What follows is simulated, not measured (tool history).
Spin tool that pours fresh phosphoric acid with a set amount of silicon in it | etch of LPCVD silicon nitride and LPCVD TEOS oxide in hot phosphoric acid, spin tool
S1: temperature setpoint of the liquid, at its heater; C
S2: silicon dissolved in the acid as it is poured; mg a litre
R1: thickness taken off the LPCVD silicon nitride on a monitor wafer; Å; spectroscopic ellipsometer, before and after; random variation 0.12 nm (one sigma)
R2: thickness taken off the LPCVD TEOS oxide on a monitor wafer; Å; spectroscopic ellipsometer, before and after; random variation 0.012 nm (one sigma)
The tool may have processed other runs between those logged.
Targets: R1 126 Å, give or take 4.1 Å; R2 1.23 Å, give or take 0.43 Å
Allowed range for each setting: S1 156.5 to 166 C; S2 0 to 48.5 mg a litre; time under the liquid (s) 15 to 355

{"run": 1, "hour": 0.0, "S1": 161, "S2": 21.5, "time under the liquid (s)": 180, "R1": 176.81, "R2": 3.0946}
{"run": 2, "hour": 2.7, "S1": 163, "S2": 21.5, "time under the liquid (s)": 180, "R1": 188.99, "R2": 3.1272}
{"run": 3, "hour": 7.1, "S1": 162, "S2": 25.5, "time under the liquid (s)": 170, "R1": 170.49, "R2": 2.8657}
{"run": 4, "hour": 11.1, "S1": 161.5, "S2": 30, "time under the liquid (s)": 165, "R1": 164.72, "R2": 2.1365}
{"run": 5, "hour": 19.7, "S1": 161, "S2": 31.5, "time under the liquid (s)": 160, "R1": 158.26, "R2": 1.8925}
{"run": 6, "hour": 22.7, "S1": 161, "S2": 31.5, "time under the liquid (s)": 120, "R1": 120.09, "R2": 1.1866}
{"run": 7, "hour": 31.7, "S1": 161, "S2": 32, "time under the liquid (s)": 120, "R1": 118.86, "R2": 1.3483}
{"run": 8, "hour": 39.7, "S1": 161, "S2": 33, "time under the liquid (s)": 120, "R1": 117.91, "R2": 1.051}
{"run": 9, "hour": 48.0, "S1": 162.5, "S2": 32, "time under the liquid (s)": 125, "R1": 131.86, "R2": 1.4039}
{"run": 10, "hour": 51.6, "S1": 162.5, "S2": 32.5, "time under the liquid (s)": 125, "R1": 131.46, "R2": 1.3047}
{"run": 11, "hour": 53.0, "S1": 161.5, "S2": 32, "time under the liquid (s)": 120, "R1": 121.38, "R2": 1.26}
{"run": 12, "hour": 60.3, "S1": 161.5, "S2": 32.5, "time under the liquid (s)": 120, "R1": 121.79, "R2": 1.397}
{"run": 13, "hour": 66.1, "S1": 161.5, "S2": 33.5, "time under the liquid (s)": 120, "R1": 120.59, "R2": 1.1639}

Exercise: of the 4 proposed moves below, exactly one satisfies all targets within the stated allowed misses. Which move is it?
{"run": "A", "hour": 71.9, "S1": 159.5, "S2": 33.5, "time under the liquid (s)": 135, "R1": "?", "R2": "?"}
{"run": "B", "hour": 71.9, "S1": 161.5, "S2": 48, "time under the liquid (s)": 135, "R1": "?", "R2": "?"}
{"run": "C", "hour": 71.9, "S1": 160.5, "S2": 12, "time under the liquid (s)": 130, "R1": "?", "R2": "?"}
{"run": "D", "hour": 71.9, "S1": 161, "S2": 33, "time under the liquid (s)": 120, "R1": "?", "R2": "?"}

move=A R1=126.45 R2=1.0818
move=B R1=135.22 R2=0.6096
move=C R1=125.93 R2=2.2437
move=D R1=118.2 R2=1.0995
A: every result within its allowed miss
B: pushes the last run's worst result past its target
C: brings the result that was furthest off to its target, and leaves another outside
D: misses by more than the last run did
Go with A: it meets all targets.

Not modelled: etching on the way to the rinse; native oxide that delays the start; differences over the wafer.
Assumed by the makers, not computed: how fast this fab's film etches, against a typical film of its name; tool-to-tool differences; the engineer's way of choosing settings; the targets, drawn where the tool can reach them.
